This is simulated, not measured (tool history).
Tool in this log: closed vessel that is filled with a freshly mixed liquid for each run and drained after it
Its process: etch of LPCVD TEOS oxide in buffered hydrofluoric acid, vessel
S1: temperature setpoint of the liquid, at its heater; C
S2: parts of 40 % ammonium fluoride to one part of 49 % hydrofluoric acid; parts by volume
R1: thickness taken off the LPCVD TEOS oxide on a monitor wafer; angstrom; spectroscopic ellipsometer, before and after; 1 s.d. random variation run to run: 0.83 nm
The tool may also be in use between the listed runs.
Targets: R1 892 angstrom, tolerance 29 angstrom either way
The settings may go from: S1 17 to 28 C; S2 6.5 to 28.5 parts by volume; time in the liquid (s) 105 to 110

{"run": 1, "hour": 0.0, "S1": 20, "S2": 17.5, "time in the liquid (s)": 105, "R1": 1223.3}
{"run": 2, "hour": 0.8, "S1": 21.5, "S2": 17.5, "time in the liquid (s)": 105, "R1": 1342.4}
{"run": 3, "hour": 8.6, "S1": 20, "S2": 18.5, "time in the liquid (s)": 105, "R1": 1147.9}
{"run": 4, "hour": 16.9, "S1": 19, "S2": 19, "time in the liquid (s)": 105, "R1": 1059.5}
{"run": 5, "hour": 20.4, "S1": 19, "S2": 19, "time in the liquid (s)": 105, "R1": 1059.4}
{"run": 6, "hour": 21.0, "S1": 18.5, "S2": 19.5, "time in the liquid (s)": 105, "R1": 1019.1}
{"run": 7, "hour": 23.2, "S1": 18, "S2": 20, "time in the liquid (s)": 105, "R1": 968.74}
{"run": 8, "hour": 26.4, "S1": 17.5, "S2": 20, "time in the liquid (s)": 105, "R1": 922.39}

Next run, 4 choices. One meets every target within its allowed miss, the rest don't. Which?
{"run": "A", "hour": 29.6, "S1": 18, "S2": 20.5, "time in the liquid (s)": 110, "R1": "?"}
{"run": "B", "hour": 29.6, "S1": 18, "S2": 21.5, "time in the liquid (s)": 110, "R1": "?"}
{"run": "C", "hour": 29.6, "S1": 18.5, "S2": 20.5, "time in the liquid (s)": 105, "R1": "?"}
{"run": "D", "hour": 29.6, "S1": 17, "S2": 22, "time in the liquid (s)": 110, "R1": "?"}

move=A R1=981.56
move=B R1=949.8
move=C R1=963.94
move=D R1=882.94
A: moves away from the targets compared with the last run
B: moves away from the targets compared with the last run
C: moves away from the targets compared with the last run
D: hits every target within its allowed miss
D is the move that brings every result within its allowed miss.
